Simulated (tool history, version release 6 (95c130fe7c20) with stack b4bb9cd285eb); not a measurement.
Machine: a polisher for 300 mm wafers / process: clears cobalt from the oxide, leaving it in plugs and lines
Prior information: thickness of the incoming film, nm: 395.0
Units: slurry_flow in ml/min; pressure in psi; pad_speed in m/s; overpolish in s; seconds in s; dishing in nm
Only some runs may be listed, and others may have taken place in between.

run    day  slurry_flow  pressure  pad_speed  overpolish  seconds  dishing
  1      0          230       1.8       0.84          23   108.52   60.211
  2  0.058          230       1.8       0.84          15      104    45.33
  3  0.317          270       1.8       0.84          15    105.7   43.412
  4    0.5          270       1.8       0.64          15   132.37   36.288
  5  0.533          265       1.6       0.64          18   148.81   37.975
  6  0.904          260       1.4       0.64          20    178.4   36.866
  7  1.229          260       1.3       0.64          22    182.4    39.23
  8  1.458          260       1.2       0.64          23   202.37   38.871
  9   1.75          260       1.1       0.64          24   208.97   36.874

For run 10, what comes out?
 10  1.925          255       1.1       0.64          25        ?        ?

Run 10 produced seconds 211.11 s, dishing 38.216 nm.

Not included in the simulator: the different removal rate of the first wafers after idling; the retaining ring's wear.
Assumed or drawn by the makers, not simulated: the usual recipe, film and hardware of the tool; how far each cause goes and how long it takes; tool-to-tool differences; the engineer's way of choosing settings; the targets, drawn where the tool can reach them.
